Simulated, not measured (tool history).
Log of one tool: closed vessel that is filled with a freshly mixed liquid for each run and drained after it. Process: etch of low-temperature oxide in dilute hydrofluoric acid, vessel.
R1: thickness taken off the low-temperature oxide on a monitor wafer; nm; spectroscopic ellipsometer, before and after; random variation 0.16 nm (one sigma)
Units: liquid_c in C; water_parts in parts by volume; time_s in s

run 1 day=0.000 | liquid_c=24.0 water_parts=240 time_s=105 | R1=12.403
run 2 day=0.279 | liquid_c=24.0 water_parts=165 time_s=105 | R1=19.841
run 3 day=0.650 | liquid_c=24.0 water_parts=250 time_s=105 | R1=12.005
run 4 day=0.796 | liquid_c=24.0 water_parts=250 time_s=105 | R1=11.935
run 5 day=1.121 | liquid_c=24.0 water_parts=280 time_s=105 | R1=10.267
run 6 day=1.208 | liquid_c=26.0 water_parts=280 time_s=105 | R1=11.024
run 7 day=1.288 | liquid_c=27.5 water_parts=250 time_s=105 | R1=13.428
run 8 day=1.325 | liquid_c=28.5 water_parts=225 time_s=105 | R1=16.071

Run 9 comes next. What will it give?
run 9 day=1.692 | liquid_c=32.0 water_parts=150 time_s=105 | R1=?

Run 9 gave R1 29.900 nm.
